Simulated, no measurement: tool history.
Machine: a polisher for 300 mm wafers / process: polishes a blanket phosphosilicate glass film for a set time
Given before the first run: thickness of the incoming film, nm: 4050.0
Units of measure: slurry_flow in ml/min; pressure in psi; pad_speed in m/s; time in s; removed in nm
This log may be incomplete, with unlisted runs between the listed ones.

{"run": 1, "hour": 0.0, "slurry_flow": 215, "pressure": 2.6, "pad_speed": 0.96, "slurry_solids": 1, "time": 43, "removed": 230.75}
{"run": 2, "hour": 0.7, "slurry_flow": 175, "pressure": 2.6, "pad_speed": 0.96, "slurry_solids": 1, "time": 43, "removed": 228.72}
{"run": 3, "hour": 6.1, "slurry_flow": 155, "pressure": 2.6, "pad_speed": 0.96, "slurry_solids": 1, "time": 43, "removed": 216.71}
{"run": 4, "hour": 14.6, "slurry_flow": 155, "pressure": 2.6, "pad_speed": 0.96, "slurry_solids": 0.8, "time": 43, "removed": 198.74}
{"run": 5, "hour": 22.5, "slurry_flow": 155, "pressure": 2.6, "pad_speed": 0.88, "slurry_solids": 0.8, "time": 43, "removed": 194.35}
{"run": 6, "hour": 26.1, "slurry_flow": 155, "pressure": 2.6, "pad_speed": 1.04, "slurry_solids": 0.8, "time": 43, "removed": 213.11}
{"run": 7, "hour": 27.8, "slurry_flow": 160, "pressure": 3.1, "pad_speed": 1.08, "slurry_solids": 0.8, "time": 43, "removed": 263.43}
{"run": 8, "hour": 36.1, "slurry_flow": 165, "pressure": 3.4, "pad_speed": 1.12, "slurry_solids": 0.8, "time": 43, "removed": 286.76}
{"run": 9, "hour": 41.9, "slurry_flow": 170, "pressure": 3.6, "pad_speed": 1.2, "slurry_solids": 0.8, "time": 43, "removed": 318.41}
{"hour": 44.5, "done": "slurry nozzle cleaned"}
{"run": 10, "hour": 44.5, "slurry_flow": 170, "pressure": 3.7, "pad_speed": 1.26, "slurry_solids": 0.8, "time": 43, "removed": 360.76}
{"run": 11, "hour": 46.6, "slurry_flow": 170, "pressure": 4, "pad_speed": 1.26, "slurry_solids": 0.8, "time": 43, "removed": 381.68}

Run 12 is up next; what results do you expect?
{"run": 12, "hour": 48.8, "slurry_flow": 170, "pressure": 4, "pad_speed": 1.28, "slurry_solids": 0.8, "time": 43, "removed": "?"}

Run 12 came out at removed 382.06 nm.

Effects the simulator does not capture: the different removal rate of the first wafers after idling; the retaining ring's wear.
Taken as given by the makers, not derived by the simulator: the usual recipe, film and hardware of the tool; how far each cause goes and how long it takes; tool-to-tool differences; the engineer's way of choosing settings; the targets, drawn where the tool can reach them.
